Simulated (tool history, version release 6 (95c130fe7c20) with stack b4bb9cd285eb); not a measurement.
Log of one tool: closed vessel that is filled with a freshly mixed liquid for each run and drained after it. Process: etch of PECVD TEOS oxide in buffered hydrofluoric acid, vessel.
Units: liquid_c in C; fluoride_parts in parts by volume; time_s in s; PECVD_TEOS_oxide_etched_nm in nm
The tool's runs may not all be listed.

{"run": 1, "hour": 0.0, "liquid_c": 21.0, "fluoride_parts": 14.5, "time_s": 30, "PECVD_TEOS_oxide_etched_nm": 23.875}
{"run": 2, "hour": 8.4, "liquid_c": 22.5, "fluoride_parts": 14.5, "time_s": 30, "PECVD_TEOS_oxide_etched_nm": 26.07}
{"run": 3, "hour": 9.6, "liquid_c": 23.5, "fluoride_parts": 14.5, "time_s": 30, "PECVD_TEOS_oxide_etched_nm": 27.534}
{"run": 4, "hour": 16.5, "liquid_c": 21.0, "fluoride_parts": 14.5, "time_s": 30, "PECVD_TEOS_oxide_etched_nm": 24.087}
{"run": 5, "hour": 21.2, "liquid_c": 22.5, "fluoride_parts": 14.5, "time_s": 30, "PECVD_TEOS_oxide_etched_nm": 25.994}
{"run": 6, "hour": 28.1, "liquid_c": 22.5, "fluoride_parts": 14.5, "time_s": 30, "PECVD_TEOS_oxide_etched_nm": 26.107}
{"run": 7, "hour": 36.6, "liquid_c": 23.5, "fluoride_parts": 14.5, "time_s": 30, "PECVD_TEOS_oxide_etched_nm": 27.589}

Run 8 comes next. What will it give?
{"run": 8, "hour": 43.4, "liquid_c": 24.0, "fluoride_parts": 14.5, "time_s": 30, "PECVD_TEOS_oxide_etched_nm": "?"}

PECVD_TEOS_oxide_etched_nm: 28.315 nm
